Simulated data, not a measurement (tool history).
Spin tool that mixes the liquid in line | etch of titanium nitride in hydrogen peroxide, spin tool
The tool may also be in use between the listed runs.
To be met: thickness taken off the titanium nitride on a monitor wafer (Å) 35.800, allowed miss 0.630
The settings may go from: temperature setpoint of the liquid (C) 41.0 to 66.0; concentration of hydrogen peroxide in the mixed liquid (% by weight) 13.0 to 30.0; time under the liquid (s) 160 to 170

run  hour  temperature setpoint of the liquid (C)  concentration of hydrogen peroxide in the mixed liquid (% by weight)  time under the liquid (s)  thickness taken off the titanium nitride on a monitor wafer (Å)
  1   0.0                                    57.0                                                                  26.0                        160                                                           84.729
  2   0.6                                    57.0                                                                  26.0                        160                                                           84.318
  3   2.6                                    60.0                                                                  26.0                        160                                                          103.500
  4   3.7                                    63.5                                                                  26.0                        160                                                          131.030
  5  11.1                                    63.5                                                                  26.0                        160                                                          132.500
  6  14.9                                    60.5                                                                  26.0                        160                                                          107.720
  7  19.4                                    58.0                                                                  26.0                        160                                                           91.031
  8  20.2                                    50.0                                                                  25.5                        160                                                           51.289
  9  28.4                                    49.0                                                                  25.5                        160                                                           47.724
 10  36.1                                    44.0                                                                  25.5                        160                                                           32.763
 11  40.2                                    44.0                                                                  25.5                        160                                                           32.874
 12  49.1                                    44.5                                                                  25.5                        160                                                           33.726
 13  54.7                                    45.5                                                                  25.5                        160                                                           36.960

Which of these 4 next moves meets every target?
  A  60.3                                    46.5                                                                  21.5                        160                                                                ?
  B  60.3                                    45.5                                                                  29.0                        165                                                                ?
  C  60.3                                    46.0                                                                  23.0                        160                                                                ?
  D  60.3                                    44.5                                                                  23.5                        170                                                                ?

move  thickness taken off the titanium nitride on a monitor wafer (Å)
   A                                                           38.115
   B                                                           38.964
   C                                                           37.271
   D                                                           35.584
A: further off than the last run
B: further off than the last run
C: further off than the last run
D: meets every target
The right move is D.
